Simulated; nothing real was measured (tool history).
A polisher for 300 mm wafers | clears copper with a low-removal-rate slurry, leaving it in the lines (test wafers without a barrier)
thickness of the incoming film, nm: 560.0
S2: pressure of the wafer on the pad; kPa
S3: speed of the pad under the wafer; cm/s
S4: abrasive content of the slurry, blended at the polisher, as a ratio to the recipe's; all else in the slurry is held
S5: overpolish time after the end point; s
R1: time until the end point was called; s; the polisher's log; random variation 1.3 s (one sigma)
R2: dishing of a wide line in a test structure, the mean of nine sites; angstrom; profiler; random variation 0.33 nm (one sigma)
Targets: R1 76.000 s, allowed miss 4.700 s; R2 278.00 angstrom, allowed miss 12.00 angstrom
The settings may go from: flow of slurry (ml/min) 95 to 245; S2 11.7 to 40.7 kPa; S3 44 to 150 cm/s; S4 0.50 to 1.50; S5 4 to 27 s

{"run": 1, "hour": 0.0, "flow of slurry (ml/min)": 155, "S2": 26.2, "S3": 96, "S4": 1.0, "S5": 14, "R1": 141.84, "R2": 208.35}
{"run": 2, "hour": 3.9, "flow of slurry (ml/min)": 155, "S2": 22.8, "S3": 96, "S4": 1.0, "S5": 14, "R1": 167.06, "R2": 194.6}
{"run": 3, "hour": 10.5, "flow of slurry (ml/min)": 155, "S2": 28.3, "S3": 96, "S4": 1.0, "S5": 14, "R1": 137.14, "R2": 217.92}
{"run": 4, "hour": 18.0, "flow of slurry (ml/min)": 155, "S2": 28.3, "S3": 96, "S4": 1.0, "S5": 17, "R1": 133.1, "R2": 239.66}
{"run": 5, "hour": 19.8, "flow of slurry (ml/min)": 155, "S2": 31.0, "S3": 98, "S4": 1.0, "S5": 16, "R1": 121.39, "R2": 238.83}
{"run": 6, "hour": 22.0, "flow of slurry (ml/min)": 155, "S2": 31.0, "S3": 98, "S4": 1.0, "S5": 18, "R1": 117.17, "R2": 252.12}
{"run": 7, "hour": 28.2, "flow of slurry (ml/min)": 155, "S2": 33.1, "S3": 100, "S4": 1.0, "S5": 17, "R1": 107.72, "R2": 259.08}
{"hour": 30.8, "done": "head pressure recalibrated"}
{"run": 8, "hour": 30.8, "flow of slurry (ml/min)": 155, "S2": 35.2, "S3": 102, "S4": 1.0, "S5": 16, "R1": 111.41, "R2": 249.76}

Which of these 5 next moves meets every target?
{"run": "A", "hour": 33.4, "flow of slurry (ml/min)": 155, "S2": 40.7, "S3": 120, "S4": 1.25, "S5": 15, "R1": "?", "R2": "?"}
{"run": "B", "hour": 33.4, "flow of slurry (ml/min)": 135, "S2": 34.5, "S3": 86, "S4": 1.0, "S5": 16, "R1": "?", "R2": "?"}
{"run": "C", "hour": 33.4, "flow of slurry (ml/min)": 115, "S2": 29.0, "S3": 94, "S4": 1.05, "S5": 21, "R1": "?", "R2": "?"}
{"run": "D", "hour": 33.4, "flow of slurry (ml/min)": 180, "S2": 29.6, "S3": 132, "S4": 1.15, "S5": 14, "R1": "?", "R2": "?"}
{"run": "E", "hour": 33.4, "flow of slurry (ml/min)": 220, "S2": 40.7, "S3": 150, "S4": 1.05, "S5": 10, "R1": "?", "R2": "?"}

move=A R1=79.607 R2=275.36
move=B R1=139.170 R2=233.96
move=C R1=153.160 R2=249.45
move=D R1=98.901 R2=252.34
move=E R1=63.980 R2=262.23
A: meets every target
B: further off than the last run
C: further off than the last run
D: nearer than the last run, and not there yet
E: takes the result that was furthest off past its target
The right move is A.
